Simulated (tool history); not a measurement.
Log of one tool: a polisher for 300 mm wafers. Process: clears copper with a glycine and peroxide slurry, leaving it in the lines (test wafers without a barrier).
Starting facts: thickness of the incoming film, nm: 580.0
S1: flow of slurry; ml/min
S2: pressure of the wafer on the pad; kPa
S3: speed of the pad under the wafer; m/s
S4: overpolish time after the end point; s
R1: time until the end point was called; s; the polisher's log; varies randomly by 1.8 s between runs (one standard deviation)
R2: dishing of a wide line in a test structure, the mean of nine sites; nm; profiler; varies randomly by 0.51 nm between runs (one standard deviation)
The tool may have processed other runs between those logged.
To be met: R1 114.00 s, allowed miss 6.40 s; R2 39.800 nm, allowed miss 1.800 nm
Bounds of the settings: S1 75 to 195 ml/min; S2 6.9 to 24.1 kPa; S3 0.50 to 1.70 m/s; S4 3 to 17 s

{"run": 1, "hour": 0.0, "S1": 125, "S2": 15.2, "S3": 1.1, "S4": 9, "R1": 133.05, "R2": 27.755}
{"run": 2, "hour": 4.6, "S1": 125, "S2": 15.2, "S3": 1.1, "S4": 12, "R1": 136.62, "R2": 36.96}
{"run": 3, "hour": 5.3, "S1": 110, "S2": 15.2, "S3": 1.1, "S4": 12, "R1": 137.97, "R2": 36.876}
{"run": 4, "hour": 10.7, "S1": 130, "S2": 15.2, "S3": 1.1, "S4": 12, "R1": 135.74, "R2": 36.308}
{"run": 5, "hour": 17.3, "S1": 130, "S2": 15.9, "S3": 1.1, "S4": 12, "R1": 129.07, "R2": 38.86}
{"run": 6, "hour": 25.4, "S1": 155, "S2": 15.9, "S3": 1.1, "S4": 12, "R1": 124.1, "R2": 39.646}
{"run": 7, "hour": 27.2, "S1": 160, "S2": 15.9, "S3": 1.1, "S4": 12, "R1": 124.15, "R2": 39.689}
{"hour": 36.1, "done": "worn pad replaced by a new one"}
{"run": 8, "hour": 36.1, "S1": 165, "S2": 16.5, "S3": 1.1, "S4": 12, "R1": 110.97, "R2": 44.024}
{"run": 9, "hour": 41.4, "S1": 160, "S2": 16.5, "S3": 1.1, "S4": 12, "R1": 108.53, "R2": 43.894}
{"run": 10, "hour": 48.3, "S1": 155, "S2": 16.5, "S3": 1.1, "S4": 12, "R1": 109.27, "R2": 44.082}
{"run": 11, "hour": 57.0, "S1": 150, "S2": 16.5, "S3": 1.1, "S4": 12, "R1": 108.58, "R2": 43.601}

Which of these 4 next moves meets every target?
{"run": "A", "hour": 65.7, "S1": 165, "S2": 15.9, "S3": 1.0, "S4": 15, "R1": "?", "R2": "?"}
{"run": "B", "hour": 65.7, "S1": 125, "S2": 19.3, "S3": 1.0, "S4": 11, "R1": "?", "R2": "?"}
{"run": "C", "hour": 65.7, "S1": 140, "S2": 14.5, "S3": 1.08, "S4": 15, "R1": "?", "R2": "?"}
{"run": "D", "hour": 65.7, "S1": 150, "S2": 14.5, "S3": 1.1, "S4": 13, "R1": "?", "R2": "?"}

move=A R1=120.50 R2=49.578
move=B R1=109.85 R2=41.337
move=C R1=123.80 R2=48.248
move=D R1=120.62 R2=43.675
A: its largest miss is bigger than the last run's
B: each result inside its tolerance
C: its largest miss is bigger than the last run's
D: neither nearer nor further off than the last run
The right move is B.
